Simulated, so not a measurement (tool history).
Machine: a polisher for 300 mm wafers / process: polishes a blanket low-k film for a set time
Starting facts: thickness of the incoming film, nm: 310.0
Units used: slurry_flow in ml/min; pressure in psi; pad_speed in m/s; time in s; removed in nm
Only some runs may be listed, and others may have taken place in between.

run 1 day=0.000 | slurry_flow=235 pressure=2.4 pad_speed=1.30 slurry_solids=1.0 time=57 | removed=38.748
run 2 day=0.308 | slurry_flow=240 pressure=2.7 pad_speed=1.30 slurry_solids=1.0 time=57 | removed=42.865
run 3 day=0.562 | slurry_flow=240 pressure=2.7 pad_speed=1.30 slurry_solids=1.0 time=60 | removed=45.343
run 4 day=0.771 | slurry_flow=240 pressure=2.7 pad_speed=1.30 slurry_solids=1.0 time=57 | removed=42.789
run 5 day=0.908 | slurry_flow=240 pressure=2.7 pad_speed=1.60 slurry_solids=1.0 time=57 | removed=50.270
run 6 day=1.217 | slurry_flow=240 pressure=2.8 pad_speed=1.60 slurry_solids=1.0 time=57 | removed=52.248
run 7 day=1.358 | slurry_flow=240 pressure=2.9 pad_speed=1.60 slurry_solids=1.0 time=57 | removed=53.767

Run 8 has not been measured yet. What should we expect?
run 8 day=1.396 | slurry_flow=240 pressure=3.0 pad_speed=1.60 slurry_solids=1.0 time=57 | removed=?

Run 8 gave removed 55.059 nm.
